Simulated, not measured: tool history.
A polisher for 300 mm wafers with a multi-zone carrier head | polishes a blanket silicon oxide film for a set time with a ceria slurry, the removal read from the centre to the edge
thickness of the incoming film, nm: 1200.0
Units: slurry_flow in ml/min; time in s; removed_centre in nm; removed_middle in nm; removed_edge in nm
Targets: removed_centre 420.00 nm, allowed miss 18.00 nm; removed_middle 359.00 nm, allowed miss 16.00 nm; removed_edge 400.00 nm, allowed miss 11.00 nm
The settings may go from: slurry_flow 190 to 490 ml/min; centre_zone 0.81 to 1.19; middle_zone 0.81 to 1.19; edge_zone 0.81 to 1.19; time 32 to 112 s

run	hour	slurry_flow	centre_zone	middle_zone	edge_zone	time	removed_centre	removed_middle	removed_edge
1	0.0	315	1.00	1.00	1.00	72	248.34	244.82	250.00
2	6.9	320	1.03	1.00	1.04	79	274.19	274.50	280.63
3	9.9	325	1.07	0.97	1.05	85	305.71	285.93	301.72
4	17.9	325	1.14	0.97	1.05	85	329.01	289.47	304.07
5	21.0	260	1.14	0.97	1.05	85	318.49	281.07	301.56
6	24.5	330	1.14	0.97	1.05	85	330.74	286.64	306.47
7	29.8	340	1.15	0.97	1.08	89	350.90	305.18	321.34
# hour 34.4: slurry nozzle cleaned
8	34.4	330	1.15	0.96	1.08	93	380.59	334.95	347.77
9	39.5	325	1.15	0.94	1.10	95	386.76	326.32	355.94
10	43.0	320	1.14	0.94	1.11	97	388.14	339.73	365.54

5 next moves are on the table. One of them brings every result within its allowed miss. Which?
A	46.5	195	1.04	0.81	1.19	107	?	?	?
B	46.5	360	1.14	0.84	1.12	99	?	?	?
C	46.5	320	1.16	0.94	1.12	97	?	?	?
D	46.5	385	1.10	0.90	1.12	104	?	?	?
E	46.5	265	1.09	0.81	1.19	106	?	?	?

move	removed_centre	removed_middle	removed_edge
A	375.45	307.06	401.64
B	404.78	308.96	379.41
C	399.97	329.29	368.72
D	412.51	345.27	399.72
E	403.09	313.36	406.97
A: brings the result that was furthest off to its target, and leaves another outside
B: as far off as the last run
C: nearer than the last run, and not there yet
D: meets every target
E: brings the result that was furthest off to its target, and leaves another outside
The right move is D.
